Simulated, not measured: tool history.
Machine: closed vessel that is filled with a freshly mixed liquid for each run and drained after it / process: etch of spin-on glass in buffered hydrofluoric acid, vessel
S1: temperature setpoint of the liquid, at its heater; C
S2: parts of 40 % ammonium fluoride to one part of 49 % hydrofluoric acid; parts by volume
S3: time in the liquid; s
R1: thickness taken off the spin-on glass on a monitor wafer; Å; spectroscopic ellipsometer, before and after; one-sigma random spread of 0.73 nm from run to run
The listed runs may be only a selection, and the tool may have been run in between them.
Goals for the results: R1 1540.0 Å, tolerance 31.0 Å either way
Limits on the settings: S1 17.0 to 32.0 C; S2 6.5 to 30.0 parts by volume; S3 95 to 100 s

run 1 hour=0.0 | S1=24.0 S2=19.5 S3=95 | R1=1575.8
run 2 hour=5.7 | S1=24.0 S2=25.0 S3=95 | R1=1317.8
run 3 hour=8.6 | S1=24.0 S2=28.0 S3=95 | R1=1211.3
run 4 hour=17.4 | S1=24.0 S2=28.0 S3=100 | R1=1276.9
run 5 hour=18.1 | S1=24.0 S2=23.5 S3=100 | R1=1451.0
run 6 hour=26.9 | S1=24.0 S2=23.5 S3=95 | R1=1371.3
run 7 hour=30.2 | S1=24.5 S2=23.5 S3=95 | R1=1401.7
run 8 hour=38.7 | S1=25.0 S2=23.5 S3=95 | R1=1448.7
run 9 hour=45.4 | S1=25.5 S2=23.5 S3=95 | R1=1497.6
run 10 hour=52.7 | S1=25.5 S2=23.5 S3=95 | R1=1489.7

Exercise: of the 4 proposed moves below, exactly one satisfies all targets within the stated allowed misses. Which move is it?
run A hour=60.0 | S1=25.5 S2=24.0 S3=100 | R1=?
run B hour=60.0 | S1=26.0 S2=26.5 S3=100 | R1=?
run C hour=60.0 | S1=26.0 S2=25.5 S3=95 | R1=?
run D hour=60.0 | S1=25.5 S2=25.5 S3=95 | R1=?

move=A R1=1555.9
move=B R1=1493.8
move=C R1=1457.1
move=D R1=1417.7
A: all results land within tolerance of their targets
B: moves toward the targets from the last run without getting all of them in spec
C: the biggest miss grows against the last run
D: the biggest miss grows against the last run
Go with A: it meets all targets.
